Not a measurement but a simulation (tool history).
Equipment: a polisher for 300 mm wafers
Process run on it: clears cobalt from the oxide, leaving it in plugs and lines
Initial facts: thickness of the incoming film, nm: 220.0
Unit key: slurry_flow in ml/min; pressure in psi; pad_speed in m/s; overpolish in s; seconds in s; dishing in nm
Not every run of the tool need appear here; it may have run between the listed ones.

run,hour,slurry_flow,pressure,pad_speed,overpolish,seconds,dishing
1,0.0,320,1.4,0.88,15,92.148,29.323
2,7.4,320,1.4,1.04,15,76.391,31.801
3,14.3,290,1.2,0.98,12,93.556,24.091
4,16.1,265,1.1,0.92,10,105.940,18.118
5,20.3,265,1.1,0.92,13,110.150,22.260
6,25.3,245,1.0,0.86,11,127.940,17.245
7,29.5,230,0.9,0.84,9,142.370,13.176
8,37.0,230,0.9,0.84,9,141.710,13.508

Predict the results of run 9:
9,41.7,230,0.9,0.82,8,?,?

Run 9 produced seconds 145.020 s, dishing 12.011 nm.

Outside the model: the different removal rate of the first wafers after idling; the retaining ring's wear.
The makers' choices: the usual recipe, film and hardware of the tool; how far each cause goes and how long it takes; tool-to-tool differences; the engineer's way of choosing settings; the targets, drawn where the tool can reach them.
